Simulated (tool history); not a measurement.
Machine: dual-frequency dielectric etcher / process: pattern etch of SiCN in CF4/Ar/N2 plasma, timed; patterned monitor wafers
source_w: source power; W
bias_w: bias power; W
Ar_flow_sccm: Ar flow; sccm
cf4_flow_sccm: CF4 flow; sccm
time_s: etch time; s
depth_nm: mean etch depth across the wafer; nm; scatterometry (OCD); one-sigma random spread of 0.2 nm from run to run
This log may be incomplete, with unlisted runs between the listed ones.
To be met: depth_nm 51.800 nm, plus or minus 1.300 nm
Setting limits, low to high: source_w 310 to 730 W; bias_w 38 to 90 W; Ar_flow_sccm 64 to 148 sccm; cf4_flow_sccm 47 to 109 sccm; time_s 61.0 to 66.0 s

run	hour	source_w	bias_w	Ar_flow_sccm	cf4_flow_sccm	time_s	depth_nm
1	0.0	520	64	106	78	66.0	58.802
2	3.2	500	64	106	78	66.0	57.747
3	8.2	500	64	106	78	66.0	57.824
4	13.4	500	64	88	78	66.0	59.231
5	16.7	480	64	88	78	66.0	57.818
6	18.4	480	64	79	78	66.0	59.043
7	22.8	460	64	79	78	66.0	58.005
8	28.3	440	63	79	78	66.0	56.286

Which of these 4 next moves meets every target?
A	33.8	520	55	70	74	61.0	?
B	33.8	410	55	69	73	63.5	?
C	33.8	460	55	69	78	65.0	?
D	33.8	630	54	95	79	61.0	?

move	depth_nm
A	55.307
B	51.596
C	56.079
D	58.606
A: gains on the last run, yet a result remains outside its allowed miss
B: in spec on every target
C: just as far off the targets as the last run
D: lands further from the targets than the last run did
Correct choice: B, which meets every target
